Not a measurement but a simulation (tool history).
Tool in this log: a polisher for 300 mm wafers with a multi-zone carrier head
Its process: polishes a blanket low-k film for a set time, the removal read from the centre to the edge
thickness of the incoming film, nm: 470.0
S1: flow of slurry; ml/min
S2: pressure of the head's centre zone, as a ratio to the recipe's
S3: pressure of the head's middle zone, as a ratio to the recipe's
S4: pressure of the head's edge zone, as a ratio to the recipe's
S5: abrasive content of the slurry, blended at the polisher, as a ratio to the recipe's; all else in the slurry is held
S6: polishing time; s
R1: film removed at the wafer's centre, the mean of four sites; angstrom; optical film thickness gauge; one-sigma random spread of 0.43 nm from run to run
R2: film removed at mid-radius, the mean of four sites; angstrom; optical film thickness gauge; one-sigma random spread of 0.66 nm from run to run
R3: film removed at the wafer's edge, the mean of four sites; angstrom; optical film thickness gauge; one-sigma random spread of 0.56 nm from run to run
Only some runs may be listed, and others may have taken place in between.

{"run": 1, "hour": 0.0, "S1": 265, "S2": 1.0, "S3": 1.0, "S4": 1.0, "S5": 1.0, "S6": 85, "R1": 311.57, "R2": 327.32, "R3": 339.57}
{"run": 2, "hour": 5.9, "S1": 265, "S2": 1.0, "S3": 1.0, "S4": 0.95, "S5": 1.0, "S6": 85, "R1": 304.3, "R2": 316.62, "R3": 325.15}
{"run": 3, "hour": 12.3, "S1": 270, "S2": 1.02, "S3": 1.01, "S4": 0.99, "S5": 1.1, "S6": 86, "R1": 331.6, "R2": 342.06, "R3": 351.31}
{"run": 4, "hour": 20.5, "S1": 270, "S2": 1.02, "S3": 1.08, "S4": 0.99, "S5": 1.1, "S6": 86, "R1": 329.74, "R2": 362.05, "R3": 352.95}
{"run": 5, "hour": 28.4, "S1": 275, "S2": 1.04, "S3": 1.08, "S4": 1.02, "S5": 1.2, "S6": 88, "R1": 361.38, "R2": 381.04, "R3": 384.88}
{"run": 6, "hour": 29.4, "S1": 215, "S2": 1.04, "S3": 1.08, "S4": 1.02, "S5": 1.2, "S6": 88, "R1": 348.28, "R2": 372.47, "R3": 377.65}
{"run": 7, "hour": 33.1, "S1": 215, "S2": 1.04, "S3": 1.08, "S4": 1.02, "S5": 1.2, "S6": 88, "R1": 347.42, "R2": 375.85, "R3": 365.07}
{"run": 8, "hour": 39.2, "S1": 235, "S2": 1.06, "S3": 1.1, "S4": 1.05, "S5": 1.25, "S6": 90, "R1": 375.42, "R2": 399.07, "R3": 407.8}
{"hour": 42.4, "done": "centre zone pressure recalibrated"}
{"run": 9, "hour": 42.4, "S1": 250, "S2": 1.08, "S3": 1.12, "S4": 1.06, "S5": 1.3, "S6": 91, "R1": 427.36, "R2": 423.66, "R3": 409.46}

What will run 10 give?
{"run": 10, "hour": 46.6, "S1": 260, "S2": 1.07, "S3": 1.12, "S4": 1.08, "S5": 1.35, "S6": 92, "R1": "?", "R2": "?", "R3": "?"}

For run 10 the tool returned R1 447.17 angstrom, R2 429.05 angstrom, R3 431.06 angstrom.
